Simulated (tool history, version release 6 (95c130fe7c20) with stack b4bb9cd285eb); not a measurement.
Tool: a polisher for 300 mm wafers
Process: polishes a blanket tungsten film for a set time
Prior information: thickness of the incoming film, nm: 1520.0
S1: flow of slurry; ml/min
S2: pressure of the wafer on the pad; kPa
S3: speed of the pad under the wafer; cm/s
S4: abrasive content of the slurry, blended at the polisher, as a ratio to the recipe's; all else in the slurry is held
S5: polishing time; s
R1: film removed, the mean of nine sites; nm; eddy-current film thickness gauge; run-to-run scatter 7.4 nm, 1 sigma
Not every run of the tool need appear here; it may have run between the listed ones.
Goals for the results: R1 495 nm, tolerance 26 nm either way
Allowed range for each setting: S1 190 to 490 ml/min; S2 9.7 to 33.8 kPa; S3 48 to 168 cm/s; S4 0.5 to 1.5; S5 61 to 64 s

run  hour   S1    S2   S3    S4  S5      R1
  1     0  315  21.4  108     1  61  265.24
  2   6.8  245  21.4  108     1  61  256.07
  3  15.7  245  21.4  108     1  61  249.23
  4  16.9  255  24.1  110     1  61  286.64
  5  22.2  255    20  110     1  61  246.29
  6  23.7  255    20  110  1.15  61  257.79
  7  27.9  260  22.8  112  1.15  61  296.85
  8  32.6  260    29  118  1.15  61  377.66
  9    36  260  30.3  120  1.15  61  402.96
 10  39.9  260    31  122  1.15  61   432.7

4 next moves are on the table. One of them brings every result within its allowed miss. Which?
  A  43.8  215  32.4  140  1.15  63   ?
  B  43.8  310  26.2  140  1.15  64   ?
  C  43.8  300  33.1  116  1.05  61   ?
  D  43.8  255  33.1  142  1.15  64   ?

move      R1
   A  501.79
   B  432.85
   C  427.22
   D  539.49
A: meets every target
B: roughly where the last run was
C: further off than the last run
D: pushes the last run's worst result past its target
Answer: A
